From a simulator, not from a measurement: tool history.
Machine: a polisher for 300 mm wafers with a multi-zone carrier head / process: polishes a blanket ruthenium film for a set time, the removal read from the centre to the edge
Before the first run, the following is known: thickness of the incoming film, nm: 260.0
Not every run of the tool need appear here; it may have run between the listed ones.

run	hour	flow of slurry (ml/min)	pressure of the head's centre zone	pressure of the head's middle zone	pressure of the head's edge zone	polishing time (s)	film removed at the wafer's centre (angstrom)	film removed at mid-radius (angstrom)	film removed at the wafer's edge (angstrom)
1	0	280	1	1	1	41	466.82	475.81	472.44
2	5.9	280	1.01	0.99	0.98	40	463.4	470.25	457.41
3	11.6	280	0.95	0.99	0.98	40	427.1	460.09	448.66
4	16.6	280	0.96	0.98	0.96	39	428.27	436.88	439.28
5	25.5	280	0.96	0.98	0.96	47	508.37	535.88	522.97
6	29.5	280	0.96	0.98	0.96	43	471.48	491.11	479.31
7	31.5	280	0.97	0.97	0.94	42	460.24	468.88	463.18
8	37.6	280	0.97	0.97	0.94	42	459.76	482.62	469.21
9	46.2	290	1	0.97	0.93	40	458.82	457.09	450.12
10	51.8	285	1.01	0.97	0.91	39	446.13	452.43	424.8
11	52.7	280	1.02	0.96	0.9	39	448	447.24	424.23
12	58.2	275	1.03	0.95	0.89	39	453.2	431.98	418.43
13	61.3	265	1.03	0.95	0.88	39	451.96	443.71	415.72
14	62	260	1.03	0.94	0.87	39	450.44	441.9	409.06
15	65	255	1.03	0.92	0.86	39	448.77	413.08	407.91
16	73.3	245	1.03	0.92	0.85	39	444.36	415.98	405.13

Predict the results of run 17:
17	78.8	240	1.04	0.92	0.84	39	?	?	?

Run 17 produced film removed at the wafer's centre (angstrom) 442.43, film removed at mid-radius (angstrom) 422.82, film removed at the wafer's edge (angstrom) 404.75.
